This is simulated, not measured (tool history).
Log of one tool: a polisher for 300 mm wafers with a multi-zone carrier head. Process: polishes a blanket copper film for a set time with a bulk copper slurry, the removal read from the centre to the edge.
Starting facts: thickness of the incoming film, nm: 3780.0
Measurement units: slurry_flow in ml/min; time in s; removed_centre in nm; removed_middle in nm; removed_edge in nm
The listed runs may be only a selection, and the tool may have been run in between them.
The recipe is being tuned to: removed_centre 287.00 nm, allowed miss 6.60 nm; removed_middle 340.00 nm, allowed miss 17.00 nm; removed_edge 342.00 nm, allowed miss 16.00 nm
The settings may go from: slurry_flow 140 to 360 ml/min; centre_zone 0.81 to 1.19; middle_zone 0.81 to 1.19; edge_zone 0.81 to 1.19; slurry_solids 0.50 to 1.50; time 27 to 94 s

run	hour	slurry_flow	centre_zone	middle_zone	edge_zone	slurry_solids	time	removed_centre	removed_middle	removed_edge
1	0.0	230	1.00	1.00	1.00	1.00	60	627.29	648.62	644.56
2	5.8	230	1.00	1.00	1.00	1.00	49	509.33	535.56	529.88
3	8.0	220	0.97	0.98	0.97	0.90	46	457.87	478.14	481.55
4	14.3	220	0.97	0.98	0.92	0.90	46	453.76	471.06	462.41
5	17.1	220	0.97	0.98	0.92	0.90	41	405.20	435.35	405.75
6	24.9	210	0.94	0.98	0.91	0.85	40	376.45	395.75	405.11
7	32.6	220	0.92	1.00	0.89	0.80	39	359.37	395.80	382.17
# hour 40.6: slurry nozzle cleaned
8	40.6	215	0.90	1.00	0.88	0.75	39	367.68	407.82	395.94
9	48.0	210	0.88	1.00	0.87	0.75	37	338.16	394.27	370.33

Which of these 4 next moves meets every target?
A	55.4	140	0.81	0.85	1.11	0.50	39	?	?	?
B	55.4	140	0.84	0.95	0.89	0.50	38	?	?	?
C	55.4	215	0.81	1.13	0.85	0.90	33	?	?	?
D	55.4	245	0.81	1.00	1.05	0.85	33	?	?	?

move	removed_centre	removed_middle	removed_edge
A	284.46	346.05	384.71
B	287.65	355.57	343.53
C	285.24	396.09	337.10
D	287.68	374.37	366.76
A: the furthest-off result lands on target, but another misses its tolerance
B: every result lands within tolerance
C: the furthest-off result lands on target, but another misses its tolerance
D: the furthest-off result lands on target, but another misses its tolerance
So the answer is move B, the one that meets all the targets.

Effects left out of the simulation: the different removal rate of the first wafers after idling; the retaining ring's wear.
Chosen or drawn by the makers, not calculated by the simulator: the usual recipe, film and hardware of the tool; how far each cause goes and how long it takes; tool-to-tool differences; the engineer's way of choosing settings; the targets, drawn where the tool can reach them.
